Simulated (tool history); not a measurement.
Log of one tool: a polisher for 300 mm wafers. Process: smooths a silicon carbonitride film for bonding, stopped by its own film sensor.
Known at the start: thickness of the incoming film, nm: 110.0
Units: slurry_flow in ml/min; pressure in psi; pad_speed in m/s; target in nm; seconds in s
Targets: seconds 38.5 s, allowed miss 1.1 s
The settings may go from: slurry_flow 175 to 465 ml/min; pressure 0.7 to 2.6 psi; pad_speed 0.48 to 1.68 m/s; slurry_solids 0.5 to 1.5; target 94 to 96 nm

| run | day | slurry_flow | pressure | pad_speed | slurry_solids | target | seconds |
|---|---|---|---|---|---|---|---|
| 1 | 0 | 295 | 1.6 | 1.08 | 1 | 94 | 57.575 |
| 2 | 0.167 | 295 | 1.8 | 1.08 | 1 | 94 | 52.951 |
| 3 | 0.358 | 295 | 1.8 | 1.08 | 0.85 | 94 | 57.109 |
| 4 | 0.508 | 295 | 2 | 1.08 | 0.85 | 94 | 51.677 |
| 5 | 0.779 | 295 | 2.2 | 1.08 | 0.85 | 94 | 48.651 |
| 6 | 1.038 | 295 | 2.2 | 1.08 | 0.7 | 94 | 52.103 |
| 7 | 1.104 | 295 | 2.3 | 1.12 | 0.7 | 94 | 48.784 |
| 8 | 1.421 | 295 | 2.4 | 1.16 | 0.7 | 94 | 46.109 |
| 9 | 1.475 | 295 | 2.5 | 1.2 | 0.7 | 94 | 43.393 |
| 10 | 1.625 | 295 | 2.5 | 1.24 | 0.7 | 94 | 42.223 |

Which of these 4 next moves meets every target?
| A | 1.775 | 245 | 2.6 | 1.24 | 0.8 | 95 | ? |
| B | 1.775 | 270 | 2.3 | 1.22 | 0.65 | 94 | ? |
| C | 1.775 | 280 | 2.6 | 1.3 | 0.75 | 95 | ? |
| D | 1.775 | 385 | 2.4 | 1.42 | 0.7 | 94 | ? |

| move | seconds |
|---|---|
| A | 36.846 |
| B | 47.649 |
| C | 35.935 |
| D | 38.245 |
A: takes the result that was furthest off past its target
B: further off than the last run
C: takes the result that was furthest off past its target
D: meets every target
The right move is D.

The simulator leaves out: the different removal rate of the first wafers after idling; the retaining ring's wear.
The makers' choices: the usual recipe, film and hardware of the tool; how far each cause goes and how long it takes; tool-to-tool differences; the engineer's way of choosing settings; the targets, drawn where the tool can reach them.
